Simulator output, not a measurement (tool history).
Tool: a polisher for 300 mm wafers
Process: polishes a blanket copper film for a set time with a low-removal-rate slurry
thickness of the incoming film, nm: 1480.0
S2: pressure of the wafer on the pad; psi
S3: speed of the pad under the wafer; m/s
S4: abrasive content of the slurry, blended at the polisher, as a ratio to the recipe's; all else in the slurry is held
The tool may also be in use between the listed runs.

Run 1, hour 0.0: flow of slurry (ml/min) 250, S2 3.2 psi, S3 1.34 m/s, S4 1.00, polishing time (s) 26. Result: film removed (nm) 124.530.
Run 2, hour 2.8: flow of slurry (ml/min) 250, S2 2.6 psi, S3 1.20 m/s, S4 1.00, polishing time (s) 26. Result: film removed (nm) 94.378.
Run 3, hour 11.3: flow of slurry (ml/min) 250, S2 2.2 psi, S3 1.10 m/s, S4 1.00, polishing time (s) 26. Result: film removed (nm) 75.737.
Run 4, hour 15.8: flow of slurry (ml/min) 250, S2 2.2 psi, S3 1.28 m/s, S4 1.00, polishing time (s) 26. Result: film removed (nm) 89.552.
Run 5, hour 21.6: flow of slurry (ml/min) 250, S2 2.2 psi, S3 1.28 m/s, S4 1.15, polishing time (s) 26. Result: film removed (nm) 90.450.
Run 6, hour 27.6: flow of slurry (ml/min) 250, S2 2.2 psi, S3 1.28 m/s, S4 1.25, polishing time (s) 26. Result: film removed (nm) 91.612.
Run 7, hour 36.7: flow of slurry (ml/min) 250, S2 1.9 psi, S3 1.14 m/s, S4 1.25, polishing time (s) 26. Result: film removed (nm) 73.398.
Run 8, hour 44.1: flow of slurry (ml/min) 250, S2 1.7 psi, S3 1.08 m/s, S4 1.25, polishing time (s) 26. Result: film removed (nm) 64.817.
Run 9, hour 51.4: flow of slurry (ml/min) 250, S2 1.6 psi, S3 1.04 m/s, S4 1.25, polishing time (s) 26. Result: film removed (nm) 59.895.
Run 10, hour 52.9: flow of slurry (ml/min) 250, S2 1.5 psi, S3 1.02 m/s, S4 1.25, polishing time (s) 26. Result: film removed (nm) 56.809.

The next listed run, before its measurement:
Run 11, hour 53.9: flow of slurry (ml/min) 250, S2 1.5 psi, S3 1.00 m/s, S4 1.25, polishing time (s) 26. Result: film removed (nm) ?.

film removed (nm): 55.648

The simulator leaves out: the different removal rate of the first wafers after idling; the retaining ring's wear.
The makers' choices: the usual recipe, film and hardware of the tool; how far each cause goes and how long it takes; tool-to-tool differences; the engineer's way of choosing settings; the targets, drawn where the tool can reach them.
